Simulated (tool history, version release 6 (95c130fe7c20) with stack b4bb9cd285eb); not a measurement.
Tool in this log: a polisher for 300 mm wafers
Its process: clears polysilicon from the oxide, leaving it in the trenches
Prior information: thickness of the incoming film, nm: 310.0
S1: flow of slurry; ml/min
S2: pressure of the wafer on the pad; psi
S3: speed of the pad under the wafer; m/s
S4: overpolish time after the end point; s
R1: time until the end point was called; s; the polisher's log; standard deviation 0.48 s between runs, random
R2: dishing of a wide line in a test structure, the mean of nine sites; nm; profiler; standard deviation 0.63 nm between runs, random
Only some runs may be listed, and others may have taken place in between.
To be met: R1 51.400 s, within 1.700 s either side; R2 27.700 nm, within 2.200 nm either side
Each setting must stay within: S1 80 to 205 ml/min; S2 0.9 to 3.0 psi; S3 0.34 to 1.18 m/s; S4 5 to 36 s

Run 1, hour 0.0: S1 135 ml/min, S2 1.9 psi, S3 0.76 m/s, S4 18 s. Result: R1 39.481 s, R2 40.577 nm.
Run 2, hour 4.1: S1 130 ml/min, S2 1.8 psi, S3 0.76 m/s, S4 15 s. Result: R1 41.355 s, R2 39.127 nm.
Run 3, hour 11.5: S1 130 ml/min, S2 1.5 psi, S3 0.76 m/s, S4 15 s. Result: R1 49.731 s, R2 38.042 nm.
Run 4, hour 18.0: S1 120 ml/min, S2 1.5 psi, S3 0.78 m/s, S4 13 s. Result: R1 48.989 s, R2 37.475 nm.
Run 5, hour 23.2: S1 110 ml/min, S2 1.5 psi, S3 0.80 m/s, S4 11 s. Result: R1 47.988 s, R2 35.847 nm.
Run 6, hour 24.4: S1 90 ml/min, S2 1.5 psi, S3 0.80 m/s, S4 11 s. Result: R1 49.462 s, R2 32.858 nm.
Run 7, hour 26.9: S1 90 ml/min, S2 1.5 psi, S3 0.80 m/s, S4 10 s. Result: R1 49.908 s, R2 33.015 nm.
Run 8, hour 34.3: S1 90 ml/min, S2 1.5 psi, S3 0.80 m/s, S4 9 s. Result: R1 50.544 s, R2 31.990 nm.
Run 9, hour 36.4: S1 90 ml/min, S2 1.5 psi, S3 0.80 m/s, S4 8 s. Result: R1 49.846 s, R2 30.161 nm.

Which single option among these 5 for the next run brings every result within its allowed miss of target? Just one does.
Run A, hour 38.5: S1 100 ml/min, S2 1.4 psi, S3 0.82 m/s, S4 7 s. Result: R1 ?, R2 ?.
Run B, hour 38.5: S1 130 ml/min, S2 1.4 psi, S3 0.84 m/s, S4 9 s. Result: R1 ?, R2 ?.
Run C, hour 38.5: S1 80 ml/min, S2 1.7 psi, S3 0.66 m/s, S4 5 s. Result: R1 ?, R2 ?.
Run D, hour 38.5: S1 80 ml/min, S2 1.5 psi, S3 0.74 m/s, S4 10 s. Result: R1 ?, R2 ?.
Run E, hour 38.5: S1 80 ml/min, S2 1.7 psi, S3 0.76 m/s, S4 5 s. Result: R1 ?, R2 ?.

move      R1      R2
   A  50.862  28.179
   B  47.491  32.899
   C  54.348  22.028
   D  54.896  32.345
   E  47.411  24.084
A: hits every target within its allowed miss
B: misses by more than the last run did
C: moves the result that the last run missed by most past its target, out the other side
D: misses by more than the last run did
E: moves the result that the last run missed by most past its target, out the other side
So the answer is move A, the one that meets all the targets.

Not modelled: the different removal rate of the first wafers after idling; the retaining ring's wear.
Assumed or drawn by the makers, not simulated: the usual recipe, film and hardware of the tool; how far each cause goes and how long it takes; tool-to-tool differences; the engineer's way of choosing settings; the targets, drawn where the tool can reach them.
